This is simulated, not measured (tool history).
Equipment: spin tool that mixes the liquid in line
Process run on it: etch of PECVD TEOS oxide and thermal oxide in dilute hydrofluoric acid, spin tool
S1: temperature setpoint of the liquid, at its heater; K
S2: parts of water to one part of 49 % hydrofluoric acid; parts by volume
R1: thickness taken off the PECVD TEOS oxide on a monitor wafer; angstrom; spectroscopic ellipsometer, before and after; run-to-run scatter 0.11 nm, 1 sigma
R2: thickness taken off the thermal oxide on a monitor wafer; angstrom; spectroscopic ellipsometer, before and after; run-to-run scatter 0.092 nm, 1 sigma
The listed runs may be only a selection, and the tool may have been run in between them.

run 1 day=0 | S1=294.15 S2=50 time_under_the_liquid_(s)=180 | R1=317.9 R2=159.4
run 2 day=0.292 | S1=294.15 S2=50 time_under_the_liquid_(s)=235 | R1=418.5 R2=207.65
run 3 day=0.379 | S1=295.15 S2=50 time_under_the_liquid_(s)=235 | R1=433.15 R2=214.95
run 4 day=0.554 | S1=295.15 S2=50 time_under_the_liquid_(s)=290 | R1=534.79 R2=265.91
run 5 day=0.875 | S1=297.65 S2=50 time_under_the_liquid_(s)=290 | R1=594.23 R2=292.91
run 6 day=0.917 | S1=297.65 S2=40 time_under_the_liquid_(s)=290 | R1=754.17 R2=380.82
run 7 day=1.146 | S1=293.65 S2=60 time_under_the_liquid_(s)=285 | R1=409.51 R2=203.47
run 8 day=1.508 | S1=293.15 S2=60 time_under_the_liquid_(s)=285 | R1=398.5 R2=198.84
run 9 day=1.562 | S1=292.65 S2=60 time_under_the_liquid_(s)=285 | R1=391.51 R2=190.28
run 10 day=1.633 | S1=292.15 S2=70 time_under_the_liquid_(s)=285 | R1=324.61 R2=160.57
run 11 day=1.958 | S1=291.15 S2=75 time_under_the_liquid_(s)=285 | R1=285.62 R2=140.42

Run 12 comes next. What will it give?
run 12 day=2.012 | S1=290.65 S2=80 time_under_the_liquid_(s)=285 | R1=? R2=?

Run 12 gave R1 261.62 angstrom, R2 129.51 angstrom.
